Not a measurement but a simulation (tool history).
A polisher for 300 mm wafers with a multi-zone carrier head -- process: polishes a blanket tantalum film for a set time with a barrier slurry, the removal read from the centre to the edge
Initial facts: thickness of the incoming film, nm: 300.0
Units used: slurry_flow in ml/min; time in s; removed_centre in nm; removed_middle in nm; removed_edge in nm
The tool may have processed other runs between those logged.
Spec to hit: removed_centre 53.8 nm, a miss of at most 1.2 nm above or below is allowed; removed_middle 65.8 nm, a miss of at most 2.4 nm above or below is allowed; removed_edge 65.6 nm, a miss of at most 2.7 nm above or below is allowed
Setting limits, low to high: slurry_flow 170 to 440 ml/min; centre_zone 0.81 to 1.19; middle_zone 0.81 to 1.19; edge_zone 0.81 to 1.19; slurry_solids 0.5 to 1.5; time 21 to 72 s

Run 1, hour 0: slurry_flow 280 ml/min, centre_zone 1, middle_zone 1, edge_zone 1, slurry_solids 1, time 46 s. Result: removed_centre 79.324 nm, removed_middle 80.989 nm, removed_edge 76.247 nm.
Run 2, hour 8.6: slurry_flow 280 ml/min, centre_zone 1, middle_zone 1, edge_zone 1, slurry_solids 0.85, time 46 s. Result: removed_centre 76.487 nm, removed_middle 75.381 nm, removed_edge 75.802 nm.
Run 3, hour 14.5: slurry_flow 280 ml/min, centre_zone 1, middle_zone 1, edge_zone 1, slurry_solids 0.85, time 57 s. Result: removed_centre 95.834 nm, removed_middle 94.546 nm, removed_edge 91.44 nm.
Run 4, hour 21.7: slurry_flow 280 ml/min, centre_zone 1, middle_zone 1, edge_zone 1, slurry_solids 0.65, time 57 s. Result: removed_centre 85.121 nm, removed_middle 84.807 nm, removed_edge 83.449 nm.
Run 5, hour 25.3: slurry_flow 265 ml/min, centre_zone 0.95, middle_zone 1, edge_zone 0.99, slurry_solids 0.6, time 55 s. Result: removed_centre 75.731 nm, removed_middle 79.077 nm, removed_edge 75.274 nm.
Run 6, hour 26.4: slurry_flow 265 ml/min, centre_zone 0.87, middle_zone 1, edge_zone 0.99, slurry_solids 0.6, time 55 s. Result: removed_centre 68.764 nm, removed_middle 78.475 nm, removed_edge 77.692 nm.
At hour 34.9: worn pad replaced by a new one.
Run 7, hour 34.9: slurry_flow 255 ml/min, centre_zone 0.85, middle_zone 1, edge_zone 0.99, slurry_solids 0.55, time 53 s. Result: removed_centre 67.265 nm, removed_middle 79.184 nm, removed_edge 75.956 nm.
Run 8, hour 37.6: slurry_flow 265 ml/min, centre_zone 0.81, middle_zone 0.98, edge_zone 1.09, slurry_solids 0.65, time 40 s. Result: removed_centre 52.337 nm, removed_middle 63.659 nm, removed_edge 65.943 nm.

Which one of the following 4 next-run settings gets every result inside its allowed miss? There is exactly one.
Run A, hour 40.3: slurry_flow 215 ml/min, centre_zone 0.81, middle_zone 1.01, edge_zone 1.06, slurry_solids 0.7, time 39 s. Result: removed_centre ?, removed_middle ?, removed_edge ?.
Run B, hour 40.3: slurry_flow 240 ml/min, centre_zone 0.81, middle_zone 0.92, edge_zone 1.15, slurry_solids 0.6, time 42 s. Result: removed_centre ?, removed_middle ?, removed_edge ?.
Run C, hour 40.3: slurry_flow 260 ml/min, centre_zone 0.83, middle_zone 0.95, edge_zone 1.1, slurry_solids 0.65, time 40 s. Result: removed_centre ?, removed_middle ?, removed_edge ?.
Run D, hour 40.3: slurry_flow 265 ml/min, centre_zone 0.82, middle_zone 1, edge_zone 1.06, slurry_solids 0.7, time 39 s. Result: removed_centre ?, removed_middle ?, removed_edge ?.

move  removed_centre  removed_middle  removed_edge
   A           51.43          63.894        64.254
   B          52.512          60.278        68.216
   C          53.552           61.54        66.127
   D            53.3          64.709        65.291
A: lands further from the targets than the last run did
B: lands further from the targets than the last run did
C: corrects the largest miss of the last run, while another result sits out of spec
D: every result within its allowed miss
Move D is the one to make.

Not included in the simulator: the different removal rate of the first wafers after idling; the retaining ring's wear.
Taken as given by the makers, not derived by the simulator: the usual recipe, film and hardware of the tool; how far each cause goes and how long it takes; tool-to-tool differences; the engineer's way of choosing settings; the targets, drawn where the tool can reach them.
